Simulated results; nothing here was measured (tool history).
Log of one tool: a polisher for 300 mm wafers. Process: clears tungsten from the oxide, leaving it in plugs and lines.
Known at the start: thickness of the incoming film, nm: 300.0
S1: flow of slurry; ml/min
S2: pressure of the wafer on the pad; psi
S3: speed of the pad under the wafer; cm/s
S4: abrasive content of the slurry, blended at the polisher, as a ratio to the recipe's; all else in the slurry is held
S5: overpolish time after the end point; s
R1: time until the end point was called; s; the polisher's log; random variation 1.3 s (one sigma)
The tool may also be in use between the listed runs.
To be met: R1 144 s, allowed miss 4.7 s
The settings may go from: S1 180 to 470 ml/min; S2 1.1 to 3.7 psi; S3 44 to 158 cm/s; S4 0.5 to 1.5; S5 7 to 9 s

{"run": 1, "day": 0.0, "S1": 300, "S2": 2.4, "S3": 100, "S4": 1, "S5": 9, "R1": 91.489}
{"run": 2, "day": 0.246, "S1": 300, "S2": 2.6, "S3": 100, "S4": 1, "S5": 9, "R1": 82.937}
{"run": 3, "day": 0.583, "S1": 300, "S2": 2.2, "S3": 100, "S4": 1, "S5": 9, "R1": 97.386}
{"run": 4, "day": 0.812, "S1": 300, "S2": 1.9, "S3": 100, "S4": 1, "S5": 9, "R1": 113.19}
{"run": 5, "day": 1.112, "S1": 300, "S2": 1.9, "S3": 116, "S4": 1, "S5": 9, "R1": 98.101}
{"run": 6, "day": 1.133, "S1": 300, "S2": 1.7, "S3": 114, "S4": 1, "S5": 9, "R1": 110.71}
{"run": 7, "day": 1.312, "S1": 300, "S2": 1.5, "S3": 114, "S4": 1, "S5": 9, "R1": 125.93}
{"run": 8, "day": 1.538, "S1": 300, "S2": 1.4, "S3": 114, "S4": 1, "S5": 9, "R1": 132.79}
{"run": 9, "day": 1.625, "S1": 300, "S2": 1.4, "S3": 114, "S4": 1, "S5": 9, "R1": 133.46}

4 next moves are on the table. One of them brings every result within its allowed miss. Which?
{"run": "A", "day": 1.712, "S1": 260, "S2": 1.7, "S3": 104, "S4": 1.1, "S5": 9, "R1": "?"}
{"run": "B", "day": 1.712, "S1": 225, "S2": 1.8, "S3": 108, "S4": 0.8, "S5": 9, "R1": "?"}
{"run": "C", "day": 1.712, "S1": 295, "S2": 1.3, "S3": 110, "S4": 1.15, "S5": 9, "R1": "?"}
{"run": "D", "day": 1.712, "S1": 340, "S2": 1.5, "S3": 122, "S4": 0.95, "S5": 9, "R1": "?"}

move=A R1=120.12
move=B R1=123.84
move=C R1=142.86
move=D R1=118.23
A: further off than the last run
B: further off than the last run
C: meets every target
D: further off than the last run
Answer: C

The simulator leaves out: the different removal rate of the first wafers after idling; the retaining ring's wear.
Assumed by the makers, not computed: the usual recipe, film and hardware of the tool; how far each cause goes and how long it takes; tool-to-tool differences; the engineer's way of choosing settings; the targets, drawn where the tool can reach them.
